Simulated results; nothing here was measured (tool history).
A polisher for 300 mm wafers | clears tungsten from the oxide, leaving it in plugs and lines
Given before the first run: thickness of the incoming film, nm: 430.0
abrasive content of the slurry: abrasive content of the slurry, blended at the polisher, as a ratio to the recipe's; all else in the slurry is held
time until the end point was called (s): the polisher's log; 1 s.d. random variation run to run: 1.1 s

run,hour,flow of slurry (ml/min),pressure of the wafer on the pad (psi),speed of the pad under the wafer (m/s),abrasive content of the slurry,overpolish time after the end point (s),time until the end point was called (s)
1,0.0,295,3.2,1.42,1.0,44,79.591
2,0.7,295,3.1,1.42,1.0,44,82.720
3,8.0,295,3.0,1.42,1.0,44,83.807
4,11.1,265,3.0,1.42,1.0,44,83.530
5,19.8,265,3.0,1.42,1.1,44,80.708
6,22.0,265,2.9,1.42,1.1,44,83.476

Predict the results of run 7:
7,30.0,265,2.8,1.42,1.1,44,?

time until the end point was called (s): 84.473
